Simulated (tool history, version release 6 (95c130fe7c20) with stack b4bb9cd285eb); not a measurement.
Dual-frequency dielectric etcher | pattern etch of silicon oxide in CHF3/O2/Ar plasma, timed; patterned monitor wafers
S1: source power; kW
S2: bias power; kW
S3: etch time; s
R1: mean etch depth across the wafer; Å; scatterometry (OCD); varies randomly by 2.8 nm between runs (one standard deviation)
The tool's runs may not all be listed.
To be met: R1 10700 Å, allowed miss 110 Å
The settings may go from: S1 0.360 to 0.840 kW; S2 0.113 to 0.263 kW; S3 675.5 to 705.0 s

Run 1, hour 0.0: S1 0.600 kW, S2 0.188 kW, S3 675.5 s. Result: R1 13854 Å.
Run 2, hour 0.7: S1 0.530 kW, S2 0.172 kW, S3 675.5 s. Result: R1 12543 Å.
Run 3, hour 5.0: S1 0.480 kW, S2 0.170 kW, S3 675.5 s. Result: R1 11886 Å.
Run 4, hour 5.8: S1 0.450 kW, S2 0.170 kW, S3 675.5 s. Result: R1 11454 Å.
Run 5, hour 11.5: S1 0.450 kW, S2 0.146 kW, S3 675.5 s. Result: R1 10948 Å.
Run 6, hour 15.8: S1 0.530 kW, S2 0.146 kW, S3 675.5 s. Result: R1 12017 Å.
Run 7, hour 24.0: S1 0.500 kW, S2 0.146 kW, S3 675.5 s. Result: R1 11598 Å.
Run 8, hour 29.8: S1 0.480 kW, S2 0.146 kW, S3 675.5 s. Result: R1 11431 Å.
Run 9, hour 37.9: S1 0.460 kW, S2 0.146 kW, S3 675.5 s. Result: R1 11146 Å.
Run 10, hour 45.1: S1 0.450 kW, S2 0.146 kW, S3 675.5 s. Result: R1 10960 Å.
Run 11, hour 46.3: S1 0.440 kW, S2 0.146 kW, S3 675.5 s. Result: R1 10866 Å.

Pick the move, out of 4, that brings all results within their allowed miss; only one does.
Run A, hour 47.5: S1 0.420 kW, S2 0.144 kW, S3 675.5 s. Result: R1 ?.
Run B, hour 47.5: S1 0.370 kW, S2 0.162 kW, S3 698.5 s. Result: R1 ?.
Run C, hour 47.5: S1 0.420 kW, S2 0.138 kW, S3 687.0 s. Result: R1 ?.
Run D, hour 47.5: S1 0.460 kW, S2 0.124 kW, S3 682.5 s. Result: R1 ?.

move     R1
   A  10513
   B  10467
   C  10553
   D  10690
A: moves the result that the last run missed by most past its target, out the other side
B: moves the result that the last run missed by most past its target, out the other side
C: moves the result that the last run missed by most past its target, out the other side
D: hits every target within its allowed miss
Answer: D
